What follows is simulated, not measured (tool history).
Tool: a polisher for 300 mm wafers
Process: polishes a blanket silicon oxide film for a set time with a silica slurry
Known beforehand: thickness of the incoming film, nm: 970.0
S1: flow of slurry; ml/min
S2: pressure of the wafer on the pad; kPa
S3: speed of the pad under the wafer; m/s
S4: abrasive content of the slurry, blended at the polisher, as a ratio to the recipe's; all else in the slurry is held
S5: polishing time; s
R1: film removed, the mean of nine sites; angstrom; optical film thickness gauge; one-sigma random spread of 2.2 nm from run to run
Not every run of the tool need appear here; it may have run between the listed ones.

run,day,S1,S2,S3,S4,S5,R1
1,0,140,24.1,1.48,1,71,2520.6
2,0.142,140,24.1,1.48,1,71,2596.4
3,0.283,140,22.1,1.46,1,71,2334.7
4,0.6,140,20.7,1.44,1,71,2236.7
5,0.821,110,20.7,1.44,1,71,2159.6
6,0.875,120,20.7,1.44,1,71,2243.2
7,1.092,120,19.3,1.4,1,71,2038.2

Run 8, settings as shown, results not yet in. Your forecast:
8,1.162,120,17.9,1.4,1,71,?

{"run 8": {"R1": 1941.1}}
